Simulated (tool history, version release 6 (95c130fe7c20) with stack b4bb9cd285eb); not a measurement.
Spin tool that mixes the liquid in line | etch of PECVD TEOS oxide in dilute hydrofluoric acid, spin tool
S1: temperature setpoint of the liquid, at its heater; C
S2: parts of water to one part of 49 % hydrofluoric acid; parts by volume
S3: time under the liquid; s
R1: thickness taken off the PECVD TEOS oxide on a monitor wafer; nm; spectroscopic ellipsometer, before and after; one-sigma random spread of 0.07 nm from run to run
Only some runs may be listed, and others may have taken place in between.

run,hour,S1,S2,S3,R1
1,0,23,60,15,6.9472
2,2.4,24.5,60,15,7.417
3,3.1,24.5,60,15,7.3872
4,4.2,24.5,40,15,11.289
5,5.5,24.5,25,15,18.729
6,7.7,28,25,15,21.461
7,13.5,28,25,15,21.221
8,18.3,25,30,15,15.517
9,20.7,21,35,15,11.27
10,26.8,20,35,15,10.955
11,32.8,19,35,15,10.416
12,38.4,18.5,35,15,10.275

For run 13, what comes out?
13,41.9,18,35,15,?

Run 13 gave R1 10.059 nm.

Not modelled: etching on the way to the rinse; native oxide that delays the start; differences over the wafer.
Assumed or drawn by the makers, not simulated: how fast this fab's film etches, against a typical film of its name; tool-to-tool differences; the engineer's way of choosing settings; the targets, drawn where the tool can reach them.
